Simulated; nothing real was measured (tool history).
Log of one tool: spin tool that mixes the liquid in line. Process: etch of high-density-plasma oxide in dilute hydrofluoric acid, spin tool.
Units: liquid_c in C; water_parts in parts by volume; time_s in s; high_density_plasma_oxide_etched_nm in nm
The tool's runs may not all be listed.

run	day	liquid_c	water_parts	time_s	high_density_plasma_oxide_etched_nm
1	0.000	25.0	145	325	17.117
2	0.283	28.5	145	325	19.743
3	0.467	29.0	135	325	21.787
4	0.679	29.5	125	325	24.453
5	1.054	29.5	125	345	25.669
6	1.079	29.5	125	325	24.700
7	1.250	30.0	120	325	26.293
# day 1.575: hydrofluoric acid flow meter replaced
8	1.575	30.5	115	325	32.222
9	1.875	30.5	115	325	32.510
10	2.162	31.0	115	325	32.953
11	2.496	31.5	115	325	33.883
12	2.721	32.5	110	325	36.351

Run 13 comes next. What will it give?
13	2.758	33.0	105	325	?

high_density_plasma_oxide_etched_nm: 39.383 nm

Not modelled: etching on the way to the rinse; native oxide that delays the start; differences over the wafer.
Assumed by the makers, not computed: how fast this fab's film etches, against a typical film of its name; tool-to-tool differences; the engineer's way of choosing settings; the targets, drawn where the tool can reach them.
